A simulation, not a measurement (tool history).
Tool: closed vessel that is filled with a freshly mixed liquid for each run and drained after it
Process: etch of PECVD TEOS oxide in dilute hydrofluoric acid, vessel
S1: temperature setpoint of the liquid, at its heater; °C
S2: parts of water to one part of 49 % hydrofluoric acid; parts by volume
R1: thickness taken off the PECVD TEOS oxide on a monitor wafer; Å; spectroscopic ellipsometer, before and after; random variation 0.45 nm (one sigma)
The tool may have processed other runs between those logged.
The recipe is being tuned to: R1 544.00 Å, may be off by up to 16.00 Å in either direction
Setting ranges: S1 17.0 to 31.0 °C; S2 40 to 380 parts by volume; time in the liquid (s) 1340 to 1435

Run 1, hour 0.0: S1 23.0 °C, S2 210 parts by volume, time in the liquid (s) 1340. Result: R1 754.30 Å.
Run 2, hour 2.5: S1 22.0 °C, S2 215 parts by volume, time in the liquid (s) 1340. Result: R1 708.97 Å.
Run 3, hour 5.0: S1 22.0 °C, S2 215 parts by volume, time in the liquid (s) 1435. Result: R1 749.98 Å.
Run 4, hour 8.0: S1 21.0 °C, S2 220 parts by volume, time in the liquid (s) 1435. Result: R1 713.52 Å.
Run 5, hour 16.9: S1 20.5 °C, S2 225 parts by volume, time in the liquid (s) 1435. Result: R1 675.12 Å.
Run 6, hour 19.5: S1 20.0 °C, S2 225 parts by volume, time in the liquid (s) 1435. Result: R1 664.04 Å.
Run 7, hour 27.6: S1 19.5 °C, S2 225 parts by volume, time in the liquid (s) 1435. Result: R1 645.35 Å.
Run 8, hour 33.2: S1 19.0 °C, S2 225 parts by volume, time in the liquid (s) 1435. Result: R1 649.15 Å.
Run 9, hour 36.5: S1 18.5 °C, S2 230 parts by volume, time in the liquid (s) 1435. Result: R1 611.95 Å.

Which one of the following 5 next-run settings gets every result inside its allowed miss? There is exactly one.
Run A, hour 39.8: S1 20.0 °C, S2 225 parts by volume, time in the liquid (s) 1435. Result: R1 ?.
Run B, hour 39.8: S1 25.0 °C, S2 285 parts by volume, time in the liquid (s) 1340. Result: R1 ?.
Run C, hour 39.8: S1 18.5 °C, S2 195 parts by volume, time in the liquid (s) 1435. Result: R1 ?.
Run D, hour 39.8: S1 18.0 °C, S2 200 parts by volume, time in the liquid (s) 1340. Result: R1 ?.
Run E, hour 39.8: S1 18.0 °C, S2 200 parts by volume, time in the liquid (s) 1395. Result: R1 ?.

move      R1
   A  665.71
   B  549.74
   C  748.71
   D  665.08
   E  692.38
A: moves away from the targets compared with the last run
B: in spec on every target
C: moves away from the targets compared with the last run
D: moves away from the targets compared with the last run
E: moves away from the targets compared with the last run
The move that meets every target is B.

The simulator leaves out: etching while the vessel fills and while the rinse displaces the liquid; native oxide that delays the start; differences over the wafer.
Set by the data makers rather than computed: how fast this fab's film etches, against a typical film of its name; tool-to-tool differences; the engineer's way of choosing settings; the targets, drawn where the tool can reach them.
